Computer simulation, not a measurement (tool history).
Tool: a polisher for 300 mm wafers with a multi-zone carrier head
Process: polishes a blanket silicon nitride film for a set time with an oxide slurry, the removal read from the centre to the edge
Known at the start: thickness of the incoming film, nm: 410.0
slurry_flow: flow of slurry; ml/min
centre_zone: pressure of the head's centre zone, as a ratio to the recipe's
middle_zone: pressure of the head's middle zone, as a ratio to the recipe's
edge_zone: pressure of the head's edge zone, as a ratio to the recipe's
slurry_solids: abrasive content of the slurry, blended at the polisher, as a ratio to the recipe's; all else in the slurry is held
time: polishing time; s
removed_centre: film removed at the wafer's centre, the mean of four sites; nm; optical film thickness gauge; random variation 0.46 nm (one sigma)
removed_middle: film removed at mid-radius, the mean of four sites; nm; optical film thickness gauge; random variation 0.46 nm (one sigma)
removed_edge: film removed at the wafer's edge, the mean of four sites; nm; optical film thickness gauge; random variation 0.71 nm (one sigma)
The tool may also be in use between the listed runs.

run	day	slurry_flow	centre_zone	middle_zone	edge_zone	slurry_solids	time	removed_centre	removed_middle	removed_edge
1	0.000	130	1.00	1.00	1.00	1.00	89	87.579	84.842	86.177
2	0.350	130	1.00	1.00	1.00	1.00	111	109.550	106.530	105.000
3	0.571	130	1.00	0.93	1.00	1.00	111	110.590	100.610	103.740
4	0.800	130	1.00	0.93	1.00	1.10	111	114.440	105.210	110.550
5	1.142	130	1.00	0.85	1.00	1.10	111	114.070	96.270	110.890
6	1.354	120	0.99	0.84	0.95	0.95	106	100.010	84.568	98.718
7	1.712	130	1.00	0.86	0.93	0.85	97	89.632	77.465	82.978

Run 8 comes next. What will it give?
8	1.767	130	1.00	0.85	0.91	0.75	93	?	?	?

{"run 8": {"removed_centre": 80.527, "removed_middle": 69.398, "removed_edge": 75.523}}
